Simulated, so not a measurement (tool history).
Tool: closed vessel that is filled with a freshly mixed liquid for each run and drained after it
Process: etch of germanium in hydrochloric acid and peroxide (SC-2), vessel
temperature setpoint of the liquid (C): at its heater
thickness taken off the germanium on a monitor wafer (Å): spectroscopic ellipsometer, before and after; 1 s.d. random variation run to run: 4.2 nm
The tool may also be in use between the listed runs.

run	day	temperature setpoint of the liquid (C)	parts of water to one part each of 37 % hydrochloric acid and 30 % peroxide (parts by volume)	time in the liquid (s)	thickness taken off the germanium on a monitor wafer (Å)
1	0	62	11	85	3577.5
2	0.162	62	11	85	3552
3	0.508	64	10.5	85	3789.6
4	0.783	65.5	10	85	4008.8
5	0.808	62	10	85	3657.9
6	0.983	62	10	95	4072.5
7	1.225	63.5	10	95	4259.3
8	1.433	65	10	95	4450.1
9	1.712	66	10	95	4509.1

Run 10 has not been measured yet. What should we expect?
10	1.9	67	10	95	?

{"run 10": {"thickness taken off the germanium on a monitor wafer (Å)": 4717.5}}
